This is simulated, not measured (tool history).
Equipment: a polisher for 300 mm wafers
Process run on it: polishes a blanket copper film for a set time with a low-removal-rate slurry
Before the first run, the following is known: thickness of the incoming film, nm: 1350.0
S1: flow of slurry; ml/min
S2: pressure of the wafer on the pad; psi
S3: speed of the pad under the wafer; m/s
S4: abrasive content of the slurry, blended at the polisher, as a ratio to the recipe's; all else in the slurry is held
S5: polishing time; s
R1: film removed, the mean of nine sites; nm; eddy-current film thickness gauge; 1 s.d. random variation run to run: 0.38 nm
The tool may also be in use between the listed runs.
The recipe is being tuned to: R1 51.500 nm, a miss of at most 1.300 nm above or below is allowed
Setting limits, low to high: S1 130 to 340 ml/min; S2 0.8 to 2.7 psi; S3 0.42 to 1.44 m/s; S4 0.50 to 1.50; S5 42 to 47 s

{"run": 1, "day": 0.0, "S1": 220, "S2": 1.7, "S3": 0.92, "S4": 1.0, "S5": 47, "R1": 72.983}
{"run": 2, "day": 0.308, "S1": 260, "S2": 1.7, "S3": 0.92, "S4": 1.0, "S5": 47, "R1": 73.429}
{"run": 3, "day": 0.383, "S1": 260, "S2": 1.6, "S3": 0.92, "S4": 1.0, "S5": 47, "R1": 69.645}
{"run": 4, "day": 0.488, "S1": 260, "S2": 1.5, "S3": 0.92, "S4": 1.0, "S5": 47, "R1": 65.699}
{"run": 5, "day": 0.612, "S1": 260, "S2": 1.4, "S3": 0.92, "S4": 1.0, "S5": 47, "R1": 61.042}
{"run": 6, "day": 0.708, "S1": 260, "S2": 1.4, "S3": 1.02, "S4": 1.0, "S5": 47, "R1": 67.832}
{"run": 7, "day": 0.858, "S1": 260, "S2": 1.3, "S3": 1.02, "S4": 1.0, "S5": 47, "R1": 63.656}
{"run": 8, "day": 1.096, "S1": 260, "S2": 1.2, "S3": 1.02, "S4": 1.0, "S5": 47, "R1": 58.361}
{"run": 9, "day": 1.283, "S1": 230, "S2": 1.0, "S3": 1.02, "S4": 1.0, "S5": 47, "R1": 48.736}
{"run": 10, "day": 1.512, "S1": 235, "S2": 1.0, "S3": 1.02, "S4": 1.0, "S5": 47, "R1": 48.599}

Of the 5 settings listed for the next run, only one would bring every result within its allowed miss of target. Which one?
{"run": "A", "day": 1.742, "S1": 230, "S2": 0.9, "S3": 1.14, "S4": 1.2, "S5": 44, "R1": "?"}
{"run": "B", "day": 1.742, "S1": 230, "S2": 1.2, "S3": 0.96, "S4": 1.1, "S5": 44, "R1": "?"}
{"run": "C", "day": 1.742, "S1": 215, "S2": 0.9, "S3": 1.14, "S4": 1.2, "S5": 45, "R1": "?"}
{"run": "D", "day": 1.742, "S1": 240, "S2": 1.0, "S3": 1.04, "S4": 0.95, "S5": 46, "R1": "?"}
{"run": "E", "day": 1.742, "S1": 265, "S2": 1.1, "S3": 0.96, "S4": 0.9, "S5": 46, "R1": "?"}

move=A R1=47.230
move=B R1=51.510
move=C R1=47.878
move=D R1=47.578
move=E R1=48.160
A: lands further from the targets than the last run did
B: every result within its allowed miss
C: lands further from the targets than the last run did
D: lands further from the targets than the last run did
E: lands further from the targets than the last run did
The right move is B.

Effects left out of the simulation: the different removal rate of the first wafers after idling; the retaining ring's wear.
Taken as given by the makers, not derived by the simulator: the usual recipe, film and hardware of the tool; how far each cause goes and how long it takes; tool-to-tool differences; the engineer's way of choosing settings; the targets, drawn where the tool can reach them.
